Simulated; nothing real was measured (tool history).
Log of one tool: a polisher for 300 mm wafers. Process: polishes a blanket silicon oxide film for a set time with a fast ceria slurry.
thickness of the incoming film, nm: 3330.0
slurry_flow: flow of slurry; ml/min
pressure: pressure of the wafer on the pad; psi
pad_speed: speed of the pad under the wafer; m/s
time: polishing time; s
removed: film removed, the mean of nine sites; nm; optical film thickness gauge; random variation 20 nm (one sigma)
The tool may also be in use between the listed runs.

run 1 hour=0.0 | slurry_flow=130 pressure=3.1 pad_speed=1.12 time=80 | removed=1254.7
run 2 hour=8.9 | slurry_flow=130 pressure=3.1 pad_speed=0.98 time=80 | removed=1143.3
run 3 hour=11.6 | slurry_flow=130 pressure=3.1 pad_speed=1.20 time=80 | removed=1318.5
run 4 hour=14.2 | slurry_flow=130 pressure=2.7 pad_speed=1.20 time=80 | removed=1177.9
run 5 hour=19.2 | slurry_flow=130 pressure=3.4 pad_speed=1.20 time=80 | removed=1449.1
run 6 hour=24.6 | slurry_flow=110 pressure=3.4 pad_speed=1.20 time=80 | removed=1393.0
run 7 hour=31.1 | slurry_flow=115 pressure=3.6 pad_speed=1.22 time=80 | removed=1499.2
run 8 hour=33.3 | slurry_flow=120 pressure=3.7 pad_speed=1.24 time=80 | removed=1563.9
-- hour=37.3 worn pad replaced by a new one
run 9 hour=37.3 | slurry_flow=125 pressure=3.8 pad_speed=1.26 time=80 | removed=1754.5
run 10 hour=41.6 | slurry_flow=130 pressure=3.9 pad_speed=1.26 time=80 | removed=1844.2
run 11 hour=42.2 | slurry_flow=135 pressure=3.9 pad_speed=1.26 time=80 | removed=1837.5
run 12 hour=43.2 | slurry_flow=135 pressure=3.9 pad_speed=1.26 time=80 | removed=1845.2
run 13 hour=44.2 | slurry_flow=140 pressure=4.0 pad_speed=1.26 time=80 | removed=1888.4
run 14 hour=47.5 | slurry_flow=145 pressure=4.1 pad_speed=1.26 time=80 | removed=1965.1
run 15 hour=53.6 | slurry_flow=150 pressure=4.2 pad_speed=1.26 time=80 | removed=2028.6

The next listed run, before its measurement:
run 16 hour=55.4 | slurry_flow=155 pressure=4.3 pad_speed=1.26 time=80 | removed=?

Run 16 gave removed 2037.6 nm.
